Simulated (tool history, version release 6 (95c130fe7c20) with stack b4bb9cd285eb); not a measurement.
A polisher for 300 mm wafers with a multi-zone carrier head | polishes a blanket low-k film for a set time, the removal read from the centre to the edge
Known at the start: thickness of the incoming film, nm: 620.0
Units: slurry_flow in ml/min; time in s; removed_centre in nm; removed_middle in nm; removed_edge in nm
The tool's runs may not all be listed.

Run 1, hour 0.0: slurry_flow 240 ml/min, centre_zone 1.00, middle_zone 1.00, edge_zone 1.00, slurry_solids 1.00, time 89 s. Result: removed_centre 32.372 nm, removed_middle 30.168 nm, removed_edge 29.605 nm.
Run 2, hour 6.1: slurry_flow 240 ml/min, centre_zone 1.00, middle_zone 1.00, edge_zone 0.93, slurry_solids 1.00, time 89 s. Result: removed_centre 32.681 nm, removed_middle 30.226 nm, removed_edge 29.188 nm.
Run 3, hour 9.1: slurry_flow 240 ml/min, centre_zone 0.95, middle_zone 1.00, edge_zone 0.93, slurry_solids 1.00, time 89 s. Result: removed_centre 30.831 nm, removed_middle 30.087 nm, removed_edge 29.138 nm.
Run 4, hour 10.5: slurry_flow 240 ml/min, centre_zone 1.01, middle_zone 1.00, edge_zone 0.93, slurry_solids 1.00, time 89 s. Result: removed_centre 32.538 nm, removed_middle 29.802 nm, removed_edge 28.787 nm.
Run 5, hour 13.5: slurry_flow 235 ml/min, centre_zone 1.01, middle_zone 0.99, edge_zone 0.92, slurry_solids 0.95, time 88 s. Result: removed_centre 32.052 nm, removed_middle 28.985 nm, removed_edge 28.169 nm.
Run 6, hour 21.3: slurry_flow 235 ml/min, centre_zone 1.01, middle_zone 0.98, edge_zone 0.92, slurry_solids 0.90, time 87 s. Result: removed_centre 31.004 nm, removed_middle 27.904 nm, removed_edge 27.280 nm.
At hour 23.6: centre zone pressure recalibrated.
Run 7, hour 23.6: slurry_flow 215 ml/min, centre_zone 0.95, middle_zone 0.88, edge_zone 0.85, slurry_solids 0.65, time 82 s. Result: removed_centre 22.447 nm, removed_middle 21.399 nm, removed_edge 21.953 nm.

Run 8 comes next. What will it give?
Run 8, hour 32.5: slurry_flow 215 ml/min, centre_zone 0.96, middle_zone 0.88, edge_zone 0.85, slurry_solids 0.65, time 82 s. Result: removed_centre ?, removed_middle ?, removed_edge ?.

Run 8 gave removed_centre 22.588 nm, removed_middle 21.345 nm, removed_edge 22.083 nm.
